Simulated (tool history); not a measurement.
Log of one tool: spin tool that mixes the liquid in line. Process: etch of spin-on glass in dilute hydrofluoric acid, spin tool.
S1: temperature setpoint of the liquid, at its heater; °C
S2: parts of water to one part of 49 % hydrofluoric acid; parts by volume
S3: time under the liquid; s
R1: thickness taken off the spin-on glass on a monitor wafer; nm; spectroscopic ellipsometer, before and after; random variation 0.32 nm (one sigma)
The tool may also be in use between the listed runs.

Run 1, hour 0: S1 21 °C, S2 120 parts by volume, S3 145 s. Result: R1 30.389 nm.
Run 2, hour 1.7: S1 21 °C, S2 90 parts by volume, S3 145 s. Result: R1 42.085 nm.
Run 3, hour 10.5: S1 22.5 °C, S2 90 parts by volume, S3 145 s. Result: R1 44.513 nm.
Run 4, hour 14.3: S1 25.5 °C, S2 90 parts by volume, S3 145 s. Result: R1 50.548 nm.
Run 5, hour 23: S1 25.5 °C, S2 90 parts by volume, S3 155 s. Result: R1 54.274 nm.
Run 6, hour 28.1: S1 24 °C, S2 90 parts by volume, S3 155 s. Result: R1 50.41 nm.
Run 7, hour 32.4: S1 24.5 °C, S2 90 parts by volume, S3 155 s. Result: R1 51.86 nm.

Run 8 comes next. What will it give?
Run 8, hour 38.2: S1 25 °C, S2 90 parts by volume, S3 155 s. Result: R1 ?.

{"run 8": {"R1": 52.767}}
